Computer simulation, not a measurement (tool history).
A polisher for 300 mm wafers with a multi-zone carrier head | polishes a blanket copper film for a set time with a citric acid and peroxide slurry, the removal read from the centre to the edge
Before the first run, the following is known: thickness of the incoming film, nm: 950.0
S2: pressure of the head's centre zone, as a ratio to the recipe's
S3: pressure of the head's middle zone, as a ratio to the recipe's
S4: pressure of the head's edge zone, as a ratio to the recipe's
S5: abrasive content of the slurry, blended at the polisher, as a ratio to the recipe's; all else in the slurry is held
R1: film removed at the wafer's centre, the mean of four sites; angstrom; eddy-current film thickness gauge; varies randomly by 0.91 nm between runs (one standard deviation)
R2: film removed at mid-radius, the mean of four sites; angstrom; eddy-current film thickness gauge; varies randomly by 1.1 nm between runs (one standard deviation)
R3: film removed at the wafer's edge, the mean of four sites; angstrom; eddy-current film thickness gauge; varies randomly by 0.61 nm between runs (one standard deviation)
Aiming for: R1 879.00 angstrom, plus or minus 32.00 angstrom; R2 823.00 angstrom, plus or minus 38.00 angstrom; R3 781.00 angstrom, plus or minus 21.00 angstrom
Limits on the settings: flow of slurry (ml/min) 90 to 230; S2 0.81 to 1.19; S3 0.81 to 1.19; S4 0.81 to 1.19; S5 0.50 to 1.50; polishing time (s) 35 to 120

Run 1, hour 0.0: flow of slurry (ml/min) 150, S2 1.00, S3 1.00, S4 1.00, S5 1.00, polishing time (s) 77. Result: R1 948.25 angstrom, R2 926.99 angstrom, R3 938.80 angstrom.
Run 2, hour 1.4: flow of slurry (ml/min) 165, S2 1.00, S3 1.00, S4 1.00, S5 1.00, polishing time (s) 77. Result: R1 943.69 angstrom, R2 960.76 angstrom, R3 953.76 angstrom.
Run 3, hour 8.0: flow of slurry (ml/min) 155, S2 1.00, S3 1.00, S4 0.96, S5 0.95, polishing time (s) 77. Result: R1 947.70 angstrom, R2 934.62 angstrom, R3 898.18 angstrom.
Run 4, hour 14.6: flow of slurry (ml/min) 180, S2 1.00, S3 1.00, S4 0.96, S5 0.95, polishing time (s) 77. Result: R1 959.92 angstrom, R2 958.23 angstrom, R3 933.34 angstrom.
Run 5, hour 20.7: flow of slurry (ml/min) 180, S2 1.00, S3 1.00, S4 0.96, S5 1.15, polishing time (s) 77. Result: R1 981.94 angstrom, R2 996.39 angstrom, R3 963.47 angstrom.
Run 6, hour 24.8: flow of slurry (ml/min) 170, S2 0.99, S3 0.98, S4 0.93, S5 1.10, polishing time (s) 77. Result: R1 965.66 angstrom, R2 937.08 angstrom, R3 929.78 angstrom.
Run 7, hour 33.3: flow of slurry (ml/min) 130, S2 0.98, S3 1.03, S4 0.83, S5 0.85, polishing time (s) 75. Result: R1 855.48 angstrom, R2 870.79 angstrom, R3 791.93 angstrom.
Run 8, hour 36.0: flow of slurry (ml/min) 130, S2 0.99, S3 1.02, S4 0.83, S5 0.85, polishing time (s) 75. Result: R1 859.70 angstrom, R2 887.50 angstrom, R3 803.69 angstrom.
Run 9, hour 42.3: flow of slurry (ml/min) 130, S2 1.00, S3 1.00, S4 0.83, S5 0.85, polishing time (s) 75. Result: R1 888.43 angstrom, R2 862.40 angstrom, R3 803.24 angstrom.

4 candidate next runs follow, results not yet known. Just one meets every target within its allowed miss. Identify it.
Run A, hour 48.6: flow of slurry (ml/min) 145, S2 0.99, S3 1.13, S4 0.82, S5 0.75, polishing time (s) 76. Result: R1 ?, R2 ?, R3 ?.
Run B, hour 48.6: flow of slurry (ml/min) 140, S2 1.01, S3 1.11, S4 0.87, S5 1.20, polishing time (s) 70. Result: R1 ?, R2 ?, R3 ?.
Run C, hour 48.6: flow of slurry (ml/min) 165, S2 0.90, S3 0.99, S4 0.85, S5 1.15, polishing time (s) 74. Result: R1 ?, R2 ?, R3 ?.
Run D, hour 48.6: flow of slurry (ml/min) 100, S2 1.05, S3 0.99, S4 0.83, S5 0.75, polishing time (s) 76. Result: R1 ?, R2 ?, R3 ?.

move      R1      R2      R3
   A  880.57  964.94  793.95
   B  895.88  948.26  814.91
   C  857.92  922.97  860.64
   D  877.08  816.27  769.62
A: brings the last run's worst result on target, with another outside its allowed miss
B: lands further from the targets than the last run did
C: lands further from the targets than the last run did
D: all results land within tolerance of their targets
The move that meets every target is D.

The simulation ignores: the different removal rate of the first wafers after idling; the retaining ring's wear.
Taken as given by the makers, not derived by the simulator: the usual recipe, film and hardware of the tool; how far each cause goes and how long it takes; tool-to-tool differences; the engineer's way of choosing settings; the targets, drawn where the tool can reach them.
